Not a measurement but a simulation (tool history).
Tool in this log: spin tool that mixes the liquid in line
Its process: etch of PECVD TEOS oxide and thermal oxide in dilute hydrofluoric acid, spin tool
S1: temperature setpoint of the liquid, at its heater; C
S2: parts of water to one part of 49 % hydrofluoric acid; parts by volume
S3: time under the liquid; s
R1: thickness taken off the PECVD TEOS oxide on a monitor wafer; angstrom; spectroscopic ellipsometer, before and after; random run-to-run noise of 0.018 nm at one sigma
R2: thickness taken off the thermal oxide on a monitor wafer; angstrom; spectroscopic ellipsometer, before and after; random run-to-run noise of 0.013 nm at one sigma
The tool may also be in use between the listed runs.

run,day,S1,S2,S3,R1,R2
1,0,22,210,180,130.11,38.091
2,0.162,20.5,210,180,122.63,36.979
3,0.254,20.5,250,180,98.73,29.555
4,0.367,20.5,265,180,92.666,27.676
5,0.733,20.5,265,120,61.873,18.155
6,0.779,20,270,120,59.616,17.369
7,1.071,19.5,275,120,56.659,17.08
8,1.367,19.5,280,120,55.263,16.594
9,1.583,19.5,285,120,54.398,15.693
10,1.754,19,290,120,52.625,15.439
11,1.967,19,295,120,50.963,15.145

Run 12 is up next; what results do you expect?
12,2.071,19,300,120,?,?

R1: 49.437 angstrom
R2: 14.445 angstrom
